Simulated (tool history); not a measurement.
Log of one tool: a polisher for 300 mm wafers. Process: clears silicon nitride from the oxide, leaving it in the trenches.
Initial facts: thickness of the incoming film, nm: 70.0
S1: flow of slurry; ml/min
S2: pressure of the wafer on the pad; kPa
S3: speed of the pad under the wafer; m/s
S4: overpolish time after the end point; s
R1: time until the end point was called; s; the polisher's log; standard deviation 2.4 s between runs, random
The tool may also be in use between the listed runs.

run  hour   S1    S2    S3  S4      R1
  1     0  210  19.3     1  13  81.914
  2   5.4  165  19.3     1  13  83.628
  3    11  130  19.3     1  13  84.769
  4  18.8  130  17.9  0.98  13   94.54
  5  19.9  130  13.8  0.98  13  116.96
  6  23.2  130  13.1  0.96  13  129.81
  7  23.8  130  12.4  0.96  13  132.95
  8  24.7  130  11.7  0.94  13  143.11
  9    32  130    11  0.94  13  156.13

Forecast run 10:
 10  39.5  130  10.3  0.94  13   ?

{"run 10": {"R1": 163.9}}

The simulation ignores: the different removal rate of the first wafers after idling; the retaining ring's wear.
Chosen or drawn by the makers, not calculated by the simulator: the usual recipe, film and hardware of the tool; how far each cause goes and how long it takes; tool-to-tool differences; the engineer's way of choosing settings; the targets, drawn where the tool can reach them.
